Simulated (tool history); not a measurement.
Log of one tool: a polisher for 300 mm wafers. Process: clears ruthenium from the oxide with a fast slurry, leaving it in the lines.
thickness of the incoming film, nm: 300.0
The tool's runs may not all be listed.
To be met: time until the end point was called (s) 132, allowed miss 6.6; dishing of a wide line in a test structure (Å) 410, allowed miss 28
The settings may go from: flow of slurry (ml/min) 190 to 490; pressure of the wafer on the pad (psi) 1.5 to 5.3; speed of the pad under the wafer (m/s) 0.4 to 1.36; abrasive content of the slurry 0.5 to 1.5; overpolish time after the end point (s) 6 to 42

run,hour,flow of slurry (ml/min),pressure of the wafer on the pad (psi),speed of the pad under the wafer (m/s),abrasive content of the slurry,overpolish time after the end point (s),time until the end point was called (s),dishing of a wide line in a test structure (Å)
1,0,315,3.4,0.88,1,21,69.328,515.74
2,8.6,315,3,0.88,1,21,76.762,492.58
3,16.4,315,3,0.88,1.2,21,72.191,513.55
4,16.9,315,2.7,0.84,1.2,22,81.497,473.92
5,23.1,315,2.3,0.84,1.2,22,90.57,438.77
6,30.6,315,2.1,0.8,1.2,24,98.39,447.62
7,31.8,315,2,0.78,1.2,25,104.27,444.01
8,37.8,315,1.9,0.76,1.2,26,110.16,424.19

Which of these 5 next moves meets every target?
A,43.8,315,1.9,0.78,1.2,24,?,?
B,43.8,355,1.7,0.64,1.1,29,?,?
C,43.8,215,2.7,0.82,1.25,19,?,?
D,43.8,345,3.3,0.66,1.05,18,?,?
E,43.8,325,1.5,0.62,1.2,35,?,?

move,time until the end point was called (s),dishing of a wide line in a test structure (Å)
A,107.33,417.71
B,132.69,410.94
C,81.723,429.33
D,82.085,411.93
E,143.53,443.77
A: further off than the last run
B: meets every target
C: further off than the last run
D: further off than the last run
E: takes the result that was furthest off past its target
Move B is the one to make.
